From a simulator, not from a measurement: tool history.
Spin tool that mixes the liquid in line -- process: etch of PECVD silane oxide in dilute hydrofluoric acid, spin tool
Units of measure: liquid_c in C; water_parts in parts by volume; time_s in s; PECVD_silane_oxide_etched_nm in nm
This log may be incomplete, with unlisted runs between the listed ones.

run 1 hour=0.0 | liquid_c=24.0 water_parts=205 time_s=65 | PECVD_silane_oxide_etched_nm=14.052
run 2 hour=3.7 | liquid_c=25.0 water_parts=185 time_s=65 | PECVD_silane_oxide_etched_nm=16.725
run 3 hour=8.7 | liquid_c=23.0 water_parts=185 time_s=65 | PECVD_silane_oxide_etched_nm=15.463
run 4 hour=9.9 | liquid_c=24.0 water_parts=165 time_s=65 | PECVD_silane_oxide_etched_nm=18.261
run 5 hour=18.5 | liquid_c=24.0 water_parts=110 time_s=65 | PECVD_silane_oxide_etched_nm=29.527
run 6 hour=22.1 | liquid_c=25.0 water_parts=105 time_s=65 | PECVD_silane_oxide_etched_nm=32.140
run 7 hour=23.7 | liquid_c=26.0 water_parts=105 time_s=65 | PECVD_silane_oxide_etched_nm=33.533
run 8 hour=29.5 | liquid_c=27.0 water_parts=105 time_s=65 | PECVD_silane_oxide_etched_nm=34.720

Run 9 is up next; what results do you expect?
run 9 hour=36.4 | liquid_c=27.5 water_parts=100 time_s=65 | PECVD_silane_oxide_etched_nm=?

{"run 9": {"PECVD_silane_oxide_etched_nm": 37.467}}
